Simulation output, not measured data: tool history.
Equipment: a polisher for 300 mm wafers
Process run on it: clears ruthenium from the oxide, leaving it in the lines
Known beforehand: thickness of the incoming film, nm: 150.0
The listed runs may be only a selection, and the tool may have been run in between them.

run    day  flow of slurry (ml/min)  pressure of the wafer on the pad (kPa)  speed of the pad under the wafer (cm/s)  overpolish time after the end point (s)  time until the end point was called (s)
  1      0                      295                                    17.2                                      118                                       30                                   115.97
  2  0.175                      295                                    19.3                                      118                                       30                                   105.62
  3  0.317                      225                                    19.3                                      118                                       30                                   108.53
  4  0.458                      240                                    21.4                                      120                                       30                                   97.172
  5  0.688                      250                                    22.8                                      124                                       30                                   88.989
  6  0.746                      250                                    22.8                                      110                                       30                                    98.71
  7  0.929                      260                                    26.9                                      136                                       30                                   68.992

The next listed run, before its measurement:
  8  0.962                      260                                    26.9                                      138                                       30                                        ?

time until the end point was called (s): 68.155

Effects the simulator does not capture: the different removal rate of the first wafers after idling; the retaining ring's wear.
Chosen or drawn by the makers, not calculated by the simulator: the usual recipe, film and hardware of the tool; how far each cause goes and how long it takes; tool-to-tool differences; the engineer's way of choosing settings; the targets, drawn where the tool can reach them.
